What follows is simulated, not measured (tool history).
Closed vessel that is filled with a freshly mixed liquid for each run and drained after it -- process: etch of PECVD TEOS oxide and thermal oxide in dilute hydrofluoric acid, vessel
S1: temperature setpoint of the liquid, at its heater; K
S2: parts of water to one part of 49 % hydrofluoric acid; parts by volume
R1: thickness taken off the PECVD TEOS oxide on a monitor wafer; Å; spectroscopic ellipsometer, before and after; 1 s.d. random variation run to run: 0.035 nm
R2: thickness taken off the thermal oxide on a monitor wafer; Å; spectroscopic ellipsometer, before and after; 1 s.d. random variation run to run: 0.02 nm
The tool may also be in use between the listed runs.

Run 1, hour 0: S1 298.15 K, S2 175 parts by volume, time in the liquid (s) 75. Result: R1 102.92 Å, R2 19.922 Å.
Run 2, hour 4.8: S1 296.15 K, S2 190 parts by volume, time in the liquid (s) 75. Result: R1 86.486 Å, R2 16.173 Å.
Run 3, hour 7.2: S1 295.15 K, S2 205 parts by volume, time in the liquid (s) 75. Result: R1 74.908 Å, R2 14.46 Å.
Run 4, hour 11: S1 295.15 K, S2 205 parts by volume, time in the liquid (s) 100. Result: R1 100.37 Å, R2 19.166 Å.
Run 5, hour 15.5: S1 293.65 K, S2 220 parts by volume, time in the liquid (s) 100. Result: R1 86.469 Å, R2 16.519 Å.
Run 6, hour 17.3: S1 292.65 K, S2 230 parts by volume, time in the liquid (s) 100. Result: R1 80.138 Å, R2 14.724 Å.
Run 7, hour 26.3: S1 292.65 K, S2 245 parts by volume, time in the liquid (s) 100. Result: R1 73.914 Å, R2 14.028 Å.
Run 8, hour 32.8: S1 292.15 K, S2 255 parts by volume, time in the liquid (s) 100. Result: R1 68.298 Å, R2 13.455 Å.
Run 9, hour 37: S1 291.65 K, S2 260 parts by volume, time in the liquid (s) 100. Result: R1 65.957 Å, R2 12.871 Å.

Run 10 has not been measured yet. What should we expect?
Run 10, hour 41.3: S1 291.15 K, S2 265 parts by volume, time in the liquid (s) 100. Result: R1 ?, R2 ?.

R1: 63.066 Å
R2: 12.31 Å
